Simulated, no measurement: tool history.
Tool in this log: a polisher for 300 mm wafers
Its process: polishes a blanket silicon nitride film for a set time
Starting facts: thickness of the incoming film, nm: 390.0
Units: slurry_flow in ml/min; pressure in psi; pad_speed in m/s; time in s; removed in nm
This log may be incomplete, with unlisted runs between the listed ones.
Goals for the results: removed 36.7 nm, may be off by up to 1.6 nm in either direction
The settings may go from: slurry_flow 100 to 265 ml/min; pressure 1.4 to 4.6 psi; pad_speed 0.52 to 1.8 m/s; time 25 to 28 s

run  hour  slurry_flow  pressure  pad_speed  time  removed
  1     0          170         3       1.16    28   54.205
  2     2          170       2.7       1.14    28   49.259
  3   5.6          170       2.5       1.14    28   44.572
  4  13.4          170       2.4       1.14    28   43.664
  5  15.5          170       2.3       1.14    28   41.147
  6  20.8          135       2.3       1.14    28   40.304
  7  27.8          135         2       1.12    28   34.181
  8  30.6          140         2       1.12    28   34.397

Exercise: of the 4 proposed moves below, exactly one satisfies all targets within the stated allowed misses. Which move is it?
  A  33.4          175       2.5       0.82    28        ?
  B  33.4          130       2.5       0.82    25        ?
  C  33.4          155         2       1.24    25        ?
  D  33.4          105       1.8        1.4    28        ?

move  removed
   A   36.148
   B   30.444
   C   33.449
   D   33.561
A: hits every target within its allowed miss
B: moves away from the targets compared with the last run
C: moves away from the targets compared with the last run
D: moves away from the targets compared with the last run
Go with A: it meets all targets.
